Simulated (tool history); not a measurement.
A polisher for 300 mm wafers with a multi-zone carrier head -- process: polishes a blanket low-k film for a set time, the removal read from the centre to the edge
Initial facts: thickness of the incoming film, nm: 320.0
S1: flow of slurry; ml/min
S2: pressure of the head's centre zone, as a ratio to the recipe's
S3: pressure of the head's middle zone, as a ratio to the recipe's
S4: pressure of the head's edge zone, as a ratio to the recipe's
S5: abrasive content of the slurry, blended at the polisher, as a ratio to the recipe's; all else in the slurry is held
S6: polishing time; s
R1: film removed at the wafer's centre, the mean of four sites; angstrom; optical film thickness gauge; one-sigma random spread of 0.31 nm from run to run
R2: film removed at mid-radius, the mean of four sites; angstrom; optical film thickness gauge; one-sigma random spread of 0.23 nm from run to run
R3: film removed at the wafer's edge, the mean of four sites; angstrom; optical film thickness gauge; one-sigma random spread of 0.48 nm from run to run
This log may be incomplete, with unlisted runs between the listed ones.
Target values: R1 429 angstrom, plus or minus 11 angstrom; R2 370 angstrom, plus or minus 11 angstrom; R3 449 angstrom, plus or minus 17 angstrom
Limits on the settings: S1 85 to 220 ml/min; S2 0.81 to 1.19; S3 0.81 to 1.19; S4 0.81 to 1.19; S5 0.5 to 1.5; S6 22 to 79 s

run	hour	S1	S2	S3	S4	S5	S6	R1	R2	R3
1	0	140	1	1	1	1	50	341.5	340.25	343.86
2	5.9	140	1	1	1	1.1	50	359.91	351.02	359.97
3	9.8	155	1.01	0.98	1.06	1.15	50	371.02	363.51	385.38
4	15.9	155	1.01	0.98	1.06	1.15	39	293.93	283.09	293.47
5	17.7	155	1.03	0.96	1.09	1.25	42	335.58	306.88	335.06
6	24.4	160	1.03	0.95	1.12	1.35	44	366.26	329.31	376.67
7	25.7	170	1.04	0.95	1.14	1.4	45	385.55	344.38	386.03
8	32.8	165	1.04	0.94	1.15	1.45	46	395.47	352.65	402.31
9	35.5	170	1.04	0.92	1.16	1.45	47	404.27	351.83	410.64
10	42.7	170	1.04	0.91	1.17	1.45	48	412.98	361.86	427.21

4 candidate next runs follow, results not yet known. Just one meets every target within its allowed miss. Identify it.
A	49.9	185	1.1	0.82	1.19	1.45	48	?	?	?
B	49.9	170	1.03	0.89	1.19	1.4	51	?	?	?
C	49.9	170	1.05	0.95	1.11	1.5	47	?	?	?
D	49.9	165	1.03	0.89	1.19	1.5	47	?	?	?

move	R1	R2	R3
A	450.13	335.55	428.45
B	436.37	372.29	445.25
C	420.45	371.32	406.29
D	410.21	350.17	419.28
A: takes the biggest miss from the last run beyond its target
B: meets every target
C: gets the furthest-off result to its target, but another result is out of tolerance
D: the biggest miss grows against the last run
So the answer is move B, the one that meets all the targets.
